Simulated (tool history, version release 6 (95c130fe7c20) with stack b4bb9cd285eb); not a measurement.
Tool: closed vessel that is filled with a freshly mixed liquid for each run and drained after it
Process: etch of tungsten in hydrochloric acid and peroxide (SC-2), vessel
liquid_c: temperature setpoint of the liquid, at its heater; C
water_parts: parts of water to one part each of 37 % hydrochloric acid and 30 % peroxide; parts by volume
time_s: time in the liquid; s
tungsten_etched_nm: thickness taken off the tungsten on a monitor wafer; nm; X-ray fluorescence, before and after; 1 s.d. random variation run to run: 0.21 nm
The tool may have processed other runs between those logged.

run  hour  liquid_c  water_parts  time_s  tungsten_etched_nm
  1   0.0      56.0          6.5     105              36.526
  2   1.5      58.5          6.5     105              42.877
  3   9.8      60.5          6.5     105              48.358
  4  10.3      60.5          6.5     110              50.890
  5  14.9      62.0          6.5     110              56.260
  6  18.3      62.0          6.5     105              53.427

Run 7 comes next. What will it give?
  7  19.6      63.0          6.5     105                   ?

Run 7 produced tungsten_etched_nm 56.706 nm.

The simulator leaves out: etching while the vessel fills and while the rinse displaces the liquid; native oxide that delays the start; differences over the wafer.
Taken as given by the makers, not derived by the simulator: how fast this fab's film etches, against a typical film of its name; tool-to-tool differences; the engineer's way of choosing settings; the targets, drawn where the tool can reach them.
